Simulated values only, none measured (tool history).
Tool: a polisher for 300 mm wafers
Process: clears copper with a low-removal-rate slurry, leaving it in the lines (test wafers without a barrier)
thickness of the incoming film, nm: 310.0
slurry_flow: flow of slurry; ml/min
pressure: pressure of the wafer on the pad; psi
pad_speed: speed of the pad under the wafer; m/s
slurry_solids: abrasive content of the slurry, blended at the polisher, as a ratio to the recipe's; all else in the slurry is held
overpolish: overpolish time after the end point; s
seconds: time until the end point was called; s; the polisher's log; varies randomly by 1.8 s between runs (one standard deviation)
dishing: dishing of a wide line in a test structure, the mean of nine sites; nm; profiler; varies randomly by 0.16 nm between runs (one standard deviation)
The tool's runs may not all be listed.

run,hour,slurry_flow,pressure,pad_speed,slurry_solids,overpolish,seconds,dishing
1,0,120,2.2,0.84,1,13,155.49,19.1
2,0.7,120,1.9,0.84,1,13,177.07,16.853
3,7.8,120,1.8,0.84,1,11,184.31,14.191
4,15.9,120,1.8,0.74,1,11,211.24,12.407
5,18.5,120,1.6,0.74,1,11,228.47,11.119
6,25,120,1.6,0.74,1,13,235.41,12.893
7,29.5,130,1.6,0.74,1,11,223.9,11.349
8,30.5,140,1.6,0.74,1,10,222.12,10.927

Run 9 has not been measured yet. What should we expect?
9,31.1,145,1.6,0.74,1,9,?,?

Run 9 gave seconds 224.87 s, dishing 9.9104 nm.

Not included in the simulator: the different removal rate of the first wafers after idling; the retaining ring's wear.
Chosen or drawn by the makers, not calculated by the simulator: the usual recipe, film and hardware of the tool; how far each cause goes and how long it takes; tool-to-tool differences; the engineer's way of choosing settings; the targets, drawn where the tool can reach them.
